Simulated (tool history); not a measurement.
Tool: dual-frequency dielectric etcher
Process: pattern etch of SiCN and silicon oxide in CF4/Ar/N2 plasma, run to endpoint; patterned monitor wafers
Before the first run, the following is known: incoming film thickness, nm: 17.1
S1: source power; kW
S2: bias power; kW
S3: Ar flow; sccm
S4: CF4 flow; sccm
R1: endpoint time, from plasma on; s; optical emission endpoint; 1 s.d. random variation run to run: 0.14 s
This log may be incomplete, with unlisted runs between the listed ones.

Run 1, day 0: S1 0.58 kW, S2 0.073 kW, S3 87 sccm, S4 61 sccm. Result: R1 15.67 s.
Run 2, day 0.292: S1 0.58 kW, S2 0.073 kW, S3 87 sccm, S4 67 sccm. Result: R1 15.465 s.
Run 3, day 0.362: S1 0.58 kW, S2 0.073 kW, S3 87 sccm, S4 59 sccm. Result: R1 15.863 s.
Run 4, day 0.512: S1 0.56 kW, S2 0.073 kW, S3 87 sccm, S4 59 sccm. Result: R1 16.09 s.
Run 5, day 0.7: S1 0.56 kW, S2 0.081 kW, S3 87 sccm, S4 59 sccm. Result: R1 15.493 s.
Run 6, day 0.725: S1 0.56 kW, S2 0.081 kW, S3 87 sccm, S4 67 sccm. Result: R1 15.348 s.

Run 7 comes next. What will it give?
Run 7, day 0.8: S1 0.53 kW, S2 0.08 kW, S3 87 sccm, S4 67 sccm. Result: R1 ?.

R1: 15.983 s

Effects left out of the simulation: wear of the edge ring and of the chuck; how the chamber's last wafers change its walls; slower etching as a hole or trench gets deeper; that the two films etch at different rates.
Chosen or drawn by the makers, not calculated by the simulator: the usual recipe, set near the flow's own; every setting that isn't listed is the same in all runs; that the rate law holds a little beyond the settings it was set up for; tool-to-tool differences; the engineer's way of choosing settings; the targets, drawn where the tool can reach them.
